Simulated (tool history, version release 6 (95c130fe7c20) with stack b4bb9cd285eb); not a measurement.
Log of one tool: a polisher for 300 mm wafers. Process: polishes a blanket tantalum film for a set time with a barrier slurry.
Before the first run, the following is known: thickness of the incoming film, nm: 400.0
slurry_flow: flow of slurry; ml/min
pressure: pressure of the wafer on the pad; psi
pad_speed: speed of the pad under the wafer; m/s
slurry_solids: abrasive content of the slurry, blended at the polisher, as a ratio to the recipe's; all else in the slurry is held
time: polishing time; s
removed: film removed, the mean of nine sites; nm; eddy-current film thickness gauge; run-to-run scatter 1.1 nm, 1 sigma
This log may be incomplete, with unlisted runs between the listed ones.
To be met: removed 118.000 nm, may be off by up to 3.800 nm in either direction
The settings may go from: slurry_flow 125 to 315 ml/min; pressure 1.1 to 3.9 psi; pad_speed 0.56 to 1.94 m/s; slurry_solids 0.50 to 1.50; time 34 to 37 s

run	hour	slurry_flow	pressure	pad_speed	slurry_solids	time	removed
1	0.0	205	2.5	1.24	1.00	37	86.999
2	2.0	205	2.5	1.24	0.90	37	86.665
3	8.3	205	3.1	1.24	0.90	37	105.700
4	10.8	205	2.7	1.24	0.90	37	93.754
5	17.0	205	2.8	1.24	0.90	37	96.600
6	19.9	245	2.8	1.24	0.90	37	97.978
7	27.4	245	2.9	1.24	0.90	37	101.810
8	34.1	245	3.0	1.24	0.90	37	105.950
9	35.6	250	3.2	1.24	0.90	37	113.750

Which one of the following 5 next-run settings gets every result inside its allowed miss? There is exactly one.
A	37.1	240	3.2	1.26	0.95	36	?
B	37.1	255	3.1	1.38	0.95	35	?
C	37.1	260	3.1	1.28	0.90	36	?
D	37.1	240	3.4	1.16	1.00	36	?
E	37.1	275	3.0	1.34	1.00	34	?

move	removed
A	111.170
B	115.150
C	108.840
D	110.220
E	107.350
A: further off than the last run
B: each result inside its tolerance
C: further off than the last run
D: further off than the last run
E: further off than the last run
Move B is the one to make.
